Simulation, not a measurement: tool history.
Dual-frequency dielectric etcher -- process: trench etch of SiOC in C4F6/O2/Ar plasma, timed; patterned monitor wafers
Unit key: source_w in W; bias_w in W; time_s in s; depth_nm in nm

{"run": 1, "hour": 0.0, "source_w": 260, "bias_w": 218, "time_s": 13, "depth_nm": 24.622}
{"run": 2, "hour": 5.9, "source_w": 260, "bias_w": 218, "time_s": 13, "depth_nm": 24.786}
{"run": 3, "hour": 8.5, "source_w": 260, "bias_w": 238, "time_s": 13, "depth_nm": 25.8}
{"run": 4, "hour": 14.8, "source_w": 270, "bias_w": 240, "time_s": 13, "depth_nm": 26.412}
{"run": 5, "hour": 23.4, "source_w": 270, "bias_w": 240, "time_s": 13, "depth_nm": 26.143}
{"run": 6, "hour": 25.1, "source_w": 280, "bias_w": 242, "time_s": 13, "depth_nm": 26.865}
{"run": 7, "hour": 26.0, "source_w": 280, "bias_w": 243, "time_s": 13, "depth_nm": 26.771}

What does the tool deliver on the next run?
{"run": 8, "hour": 28.5, "source_w": 290, "bias_w": 244, "time_s": 13, "depth_nm": "?"}

{"run 8": {"depth_nm": 27.064}}

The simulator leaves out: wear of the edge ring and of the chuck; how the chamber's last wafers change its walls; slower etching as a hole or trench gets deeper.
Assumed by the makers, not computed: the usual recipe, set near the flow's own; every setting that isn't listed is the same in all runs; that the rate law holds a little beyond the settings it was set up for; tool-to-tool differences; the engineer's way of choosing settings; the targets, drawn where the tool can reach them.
